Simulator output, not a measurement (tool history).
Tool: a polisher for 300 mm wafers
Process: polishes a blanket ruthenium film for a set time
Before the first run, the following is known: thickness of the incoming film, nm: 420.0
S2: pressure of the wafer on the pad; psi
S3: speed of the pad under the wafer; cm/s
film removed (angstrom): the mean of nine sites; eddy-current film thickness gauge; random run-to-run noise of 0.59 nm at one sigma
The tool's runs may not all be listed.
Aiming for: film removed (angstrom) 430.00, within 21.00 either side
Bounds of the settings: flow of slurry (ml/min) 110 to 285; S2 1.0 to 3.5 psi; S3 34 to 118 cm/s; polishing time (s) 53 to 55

run 1 hour=0.0 | flow_of_slurry_(ml/min)=180 S2=2.2 S3=76 polishing_time_(s)=53 | film_removed_(angstrom)=520.25
run 2 hour=4.9 | flow_of_slurry_(ml/min)=155 S2=2.2 S3=76 polishing_time_(s)=53 | film_removed_(angstrom)=515.67
run 3 hour=6.3 | flow_of_slurry_(ml/min)=155 S2=2.2 S3=76 polishing_time_(s)=53 | film_removed_(angstrom)=505.29
run 4 hour=8.0 | flow_of_slurry_(ml/min)=180 S2=2.2 S3=76 polishing_time_(s)=53 | film_removed_(angstrom)=530.38
run 5 hour=10.9 | flow_of_slurry_(ml/min)=175 S2=2.1 S3=76 polishing_time_(s)=53 | film_removed_(angstrom)=521.27
run 6 hour=17.9 | flow_of_slurry_(ml/min)=165 S2=2.0 S3=76 polishing_time_(s)=53 | film_removed_(angstrom)=482.58
run 7 hour=21.6 | flow_of_slurry_(ml/min)=165 S2=2.0 S3=76 polishing_time_(s)=53 | film_removed_(angstrom)=483.61
run 8 hour=25.3 | flow_of_slurry_(ml/min)=160 S2=1.9 S3=76 polishing_time_(s)=53 | film_removed_(angstrom)=450.66
run 9 hour=26.5 | flow_of_slurry_(ml/min)=155 S2=1.9 S3=76 polishing_time_(s)=53 | film_removed_(angstrom)=448.17

Which single option among these 4 for the next run brings every result within its allowed miss of target? Just one does.
run A hour=27.7 | flow_of_slurry_(ml/min)=150 S2=2.0 S3=68 polishing_time_(s)=54 | film_removed_(angstrom)=?
run B hour=27.7 | flow_of_slurry_(ml/min)=135 S2=1.9 S3=82 polishing_time_(s)=53 | film_removed_(angstrom)=?
run C hour=27.7 | flow_of_slurry_(ml/min)=170 S2=1.9 S3=80 polishing_time_(s)=53 | film_removed_(angstrom)=?
run D hour=27.7 | flow_of_slurry_(ml/min)=155 S2=2.2 S3=66 polishing_time_(s)=55 | film_removed_(angstrom)=?

move=A film_removed_(angstrom)=419.68
move=B film_removed_(angstrom)=459.23
move=C film_removed_(angstrom)=475.30
move=D film_removed_(angstrom)=455.14
A: every result within its allowed miss
B: its largest miss is bigger than the last run's
C: its largest miss is bigger than the last run's
D: its largest miss is bigger than the last run's
A is the move that brings every result within its allowed miss.
